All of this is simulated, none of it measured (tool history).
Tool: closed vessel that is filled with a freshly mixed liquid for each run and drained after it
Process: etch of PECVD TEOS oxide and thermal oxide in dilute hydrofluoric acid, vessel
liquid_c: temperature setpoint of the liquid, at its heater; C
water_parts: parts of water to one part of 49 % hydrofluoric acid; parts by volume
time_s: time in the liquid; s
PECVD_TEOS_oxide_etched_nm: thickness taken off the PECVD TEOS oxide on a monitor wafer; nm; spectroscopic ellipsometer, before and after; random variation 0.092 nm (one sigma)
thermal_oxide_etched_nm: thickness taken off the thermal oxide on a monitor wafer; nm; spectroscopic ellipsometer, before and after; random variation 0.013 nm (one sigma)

run  hour  liquid_c  water_parts  time_s  PECVD_TEOS_oxide_etched_nm  thermal_oxide_etched_nm
  1   0.0      23.0           60      60                     16.1410                   4.3788
  2   1.8      23.0           75      60                     12.7380                   3.4417
  3   2.7      23.0           75      75                     16.0890                   4.3115
  4   6.0      23.0           75      50                     10.5950                   2.8612
  5  14.8      23.0           75      40                      8.4856                   2.2926
  6  21.3      23.0           75      30                      6.3847                   1.7206
  7  27.9      24.5           75      30                      6.7347                   1.8451

Forecast run 8:
  8  34.3      24.5           70      30                           ?                        ?

PECVD_TEOS_oxide_etched_nm: 7.1541 nm
thermal_oxide_etched_nm: 1.9798 nm
